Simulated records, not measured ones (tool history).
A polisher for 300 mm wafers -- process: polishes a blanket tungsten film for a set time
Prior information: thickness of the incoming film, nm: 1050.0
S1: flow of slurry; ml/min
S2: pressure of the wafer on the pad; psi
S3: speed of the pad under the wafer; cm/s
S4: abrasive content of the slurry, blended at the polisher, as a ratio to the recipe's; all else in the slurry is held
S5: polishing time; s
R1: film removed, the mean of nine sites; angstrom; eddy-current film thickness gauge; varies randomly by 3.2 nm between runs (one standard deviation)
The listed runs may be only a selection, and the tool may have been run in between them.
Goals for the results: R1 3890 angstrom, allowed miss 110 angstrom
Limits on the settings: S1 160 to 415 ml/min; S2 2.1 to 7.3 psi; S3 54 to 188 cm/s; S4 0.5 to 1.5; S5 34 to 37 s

run   hour   S1   S2   S3   S4  S5      R1
  1      0  265  4.7  120    1  37  2618.1
  2    1.5  300  4.7  120    1  37  2624.8
  3    6.2  300  4.7  104    1  37  2279.5
  4   12.3  300  4.7  104  1.1  37  2334.6
  5   17.5  355  4.7  104  1.1  37  2351.6
  6   25.6  355    4  104  1.1  37  2028.6
  7   34.1  355  4.4  104  1.1  37  2193.9
  8   37.2  355  4.8  104  1.1  37  2404.1
  9   38.2  355  5.1  104  1.1  37  2577.8
 10   43.8  355  5.4  104  1.1  37  2689.9
 11   52.4  355  5.7  104  1.1  37  2828.4
 12   56.8  355  5.9  104  1.1  37  2966.7
 13   60.8  355  5.9  104  1.1  37  2929.8
 14   69.8  355  6.1  104  1.1  37  3082.4
 15   73.6  355  6.1  104  1.1  37  3075.5
 16   79.5  355  6.3  104  1.1  37  3140.2
 17   87.9  355  6.4  104  1.1  37    3231
 18   92.2  355  6.4  104  1.1  37  3174.7
 19   95.4  355  6.5  104  1.1  37  3257.8
 20  100.1  355  6.6  104  1.1  37  3277.2
 21  107.8  355  6.7  104  1.1  37  3319.5
 22    115  355  6.7  104  1.1  37  3351.6
 23  118.2  360  7.3  106  1.1  37  3724.8

Which single option among these 5 for the next run brings every result within its allowed miss of target? Just one does.
  A  121.4  365  7.3  108     1  37   ?
  B  121.4  365  7.3  108   1.1  36   ?
  C  121.4  330  7.3  106     1  37   ?
  D  121.4  345  7.3  116  0.95  37   ?
  E  121.4  360  6.8  106  1.15  37   ?

move      R1
   A  3717.7
   B  3684.6
   C  3622.5
   D  3928.4
   E  3496.3
A: just as far off the targets as the last run
B: the biggest miss grows against the last run
C: the biggest miss grows against the last run
D: each result inside its tolerance
E: the biggest miss grows against the last run
Answer: D
